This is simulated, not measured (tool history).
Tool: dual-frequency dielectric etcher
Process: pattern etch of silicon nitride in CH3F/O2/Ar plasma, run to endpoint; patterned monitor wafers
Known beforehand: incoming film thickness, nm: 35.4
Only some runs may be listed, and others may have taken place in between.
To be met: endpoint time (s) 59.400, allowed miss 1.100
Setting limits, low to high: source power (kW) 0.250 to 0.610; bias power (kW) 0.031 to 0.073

run	hour	source power (kW)	bias power (kW)	endpoint time (s)
1	0.0	0.430	0.052	53.886
2	0.8	0.420	0.052	54.521
3	1.8	0.410	0.052	55.500
4	6.8	0.410	0.059	52.710
5	13.2	0.410	0.063	51.207
6	20.6	0.410	0.057	52.875
7	28.1	0.400	0.057	53.918
8	29.3	0.390	0.057	54.532
9	32.8	0.380	0.057	55.132
10	38.9	0.370	0.057	55.369
11	42.3	0.360	0.057	56.127
12	47.1	0.350	0.057	57.068

Which single option among these 5 for the next run brings every result within its allowed miss of target? Just one does.
A	51.9	0.360	0.056	?
B	51.9	0.360	0.057	?
C	51.9	0.360	0.055	?
D	51.9	0.370	0.054	?
E	51.9	0.350	0.051	?

move	endpoint time (s)
A	56.765
B	56.394
C	57.144
D	56.829
E	59.498
A: misses by more than the last run did
B: misses by more than the last run did
C: roughly where the last run was
D: misses by more than the last run did
E: hits every target within its allowed miss
Correct choice: E, which meets every target

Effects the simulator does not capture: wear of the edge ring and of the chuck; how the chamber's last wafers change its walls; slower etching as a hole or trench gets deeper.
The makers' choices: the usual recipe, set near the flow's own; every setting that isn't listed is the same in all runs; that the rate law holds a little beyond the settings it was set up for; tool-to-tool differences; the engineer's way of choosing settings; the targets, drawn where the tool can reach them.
